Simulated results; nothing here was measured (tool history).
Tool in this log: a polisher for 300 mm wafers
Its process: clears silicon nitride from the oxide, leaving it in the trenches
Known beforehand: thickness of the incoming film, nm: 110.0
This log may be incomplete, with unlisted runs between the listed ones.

run  hour  flow of slurry (ml/min)  pressure of the wafer on the pad (kPa)  speed of the pad under the wafer (m/s)  overpolish time after the end point (s)  time until the end point was called (s)
  1   0.0                      285                                    17.9                                    0.80                                       16                                   141.20
  2   6.7                      285                                    15.9                                    0.80                                       16                                   158.81
  3  10.9                      285                                    15.9                                    0.80                                       13                                   161.54
  4  17.0                      285                                    14.5                                    0.80                                       13                                   173.17
  5  23.4                      285                                    13.1                                    0.80                                       13                                   192.29
  6  31.6                      285                                    12.4                                    0.80                                       13                                   200.44
  7  35.2                      285                                    11.7                                    0.80                                       13                                   209.13
  8  38.5                      285                                    11.0                                    0.80                                       13                                   217.78

The next listed run, before its measurement:
  9  46.6                      285                                    10.3                                    0.80                                       13                                        ?

{"run 9": {"time until the end point was called (s)": 230.67}}

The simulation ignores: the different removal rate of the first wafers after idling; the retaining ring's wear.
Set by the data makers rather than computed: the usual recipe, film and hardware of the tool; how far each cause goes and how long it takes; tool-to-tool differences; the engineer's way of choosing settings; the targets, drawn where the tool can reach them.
